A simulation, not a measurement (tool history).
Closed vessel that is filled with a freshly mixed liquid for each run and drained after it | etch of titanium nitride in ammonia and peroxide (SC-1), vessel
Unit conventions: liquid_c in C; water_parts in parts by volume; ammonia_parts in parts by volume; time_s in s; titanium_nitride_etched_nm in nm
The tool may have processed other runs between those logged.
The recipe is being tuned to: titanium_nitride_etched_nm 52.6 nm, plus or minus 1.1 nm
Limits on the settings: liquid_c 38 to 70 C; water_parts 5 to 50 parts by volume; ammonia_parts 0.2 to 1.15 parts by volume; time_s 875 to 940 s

run,hour,liquid_c,water_parts,ammonia_parts,time_s,titanium_nitride_etched_nm
1,0,54,27.5,0.65,875,80.653
2,9.2,54,27.5,0.65,940,87.556
3,13.5,54,27.5,0.85,940,90.829
4,18.6,54,27.5,0.85,875,84.958
5,26.8,54,27.5,0.85,940,91.334
6,29.4,53,27.5,0.85,940,85.62
7,31.5,52,27.5,0.85,940,79.633
8,33.2,51,27.5,0.85,940,74.429
9,35.8,50.5,27.5,0.85,940,72.072
10,42.9,50,27.5,0.85,940,69.068
11,44.4,49.5,27.5,0.85,940,67.058
12,52.1,49,27.5,0.85,940,64.703
13,54,48.5,27.5,0.85,940,62.493
14,58,45.5,27.5,0.85,940,50.638

Exercise: of the 5 proposed moves below, exactly one satisfies all targets within the stated allowed misses. Which move is it?
A,62,46,26,0.75,940,?
B,62,47,28.5,0.95,935,?
C,62,47,31,1.05,940,?
D,62,50,35,0.85,875,?
E,62,40,11.5,0.9,940,?

move,titanium_nitride_etched_nm
A,52.839
B,55.963
C,54.647
D,56.411
E,54.8
A: hits every target within its allowed miss
B: takes the result that was furthest off past its target
C: takes the result that was furthest off past its target
D: takes the result that was furthest off past its target
E: takes the result that was furthest off past its target
A is the move that brings every result within its allowed miss.
